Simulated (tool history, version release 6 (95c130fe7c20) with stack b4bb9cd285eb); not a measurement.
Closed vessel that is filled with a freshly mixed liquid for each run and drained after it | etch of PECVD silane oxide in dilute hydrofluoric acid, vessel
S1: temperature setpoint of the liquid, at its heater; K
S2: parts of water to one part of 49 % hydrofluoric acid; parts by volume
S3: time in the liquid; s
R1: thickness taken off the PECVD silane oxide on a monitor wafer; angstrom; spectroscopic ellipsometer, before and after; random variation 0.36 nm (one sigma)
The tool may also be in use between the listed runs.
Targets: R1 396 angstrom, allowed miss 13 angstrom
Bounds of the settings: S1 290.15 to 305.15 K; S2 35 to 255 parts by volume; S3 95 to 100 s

run	day	S1	S2	S3	R1
1	0	297.15	145	95	174.69
2	0.121	295.65	145	95	166.04
3	0.154	295.65	165	95	141.03
4	0.462	296.65	155	95	157.17
5	0.804	297.65	145	95	176.84
# day 1.104: thermometer replaced
6	1.104	297.65	110	95	269.46
7	1.358	298.65	110	95	275.37
8	1.725	299.15	110	95	284.56
9	1.812	299.65	110	95	287.22
10	2.079	300.15	110	95	291.9

Which of these 4 next moves meets every target?
A	2.346	300.65	100	100	?
B	2.346	299.15	85	100	?
C	2.346	298.65	160	95	?
D	2.346	298.15	70	95	?

move	R1
A	351.04
B	397.43
C	179.31
D	449.39
A: nearer than the last run, and not there yet
B: meets every target
C: further off than the last run
D: takes the result that was furthest off past its target
Move B is the one to make.
